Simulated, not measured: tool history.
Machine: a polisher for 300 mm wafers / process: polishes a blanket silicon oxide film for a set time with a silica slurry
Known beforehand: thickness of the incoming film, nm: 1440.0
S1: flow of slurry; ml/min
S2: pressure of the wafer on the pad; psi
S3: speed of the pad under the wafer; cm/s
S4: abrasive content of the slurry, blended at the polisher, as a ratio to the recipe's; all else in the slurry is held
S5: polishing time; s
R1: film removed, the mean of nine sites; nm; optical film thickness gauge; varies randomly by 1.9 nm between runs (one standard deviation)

run,day,S1,S2,S3,S4,S5,R1
1,0,220,3,98,1,89,176.34
2,0.212,220,3.1,98,1,89,180.62
3,0.279,220,3.1,98,1,93,187.99
4,0.408,220,3.2,98,1,93,192.43
5,0.712,220,3.3,98,1,93,198.31
6,0.775,220,3.4,98,1,93,206.71

Forecast run 7:
7,1.129,220,3.5,98,1,93,?

{"run 7": {"R1": 206.04}}

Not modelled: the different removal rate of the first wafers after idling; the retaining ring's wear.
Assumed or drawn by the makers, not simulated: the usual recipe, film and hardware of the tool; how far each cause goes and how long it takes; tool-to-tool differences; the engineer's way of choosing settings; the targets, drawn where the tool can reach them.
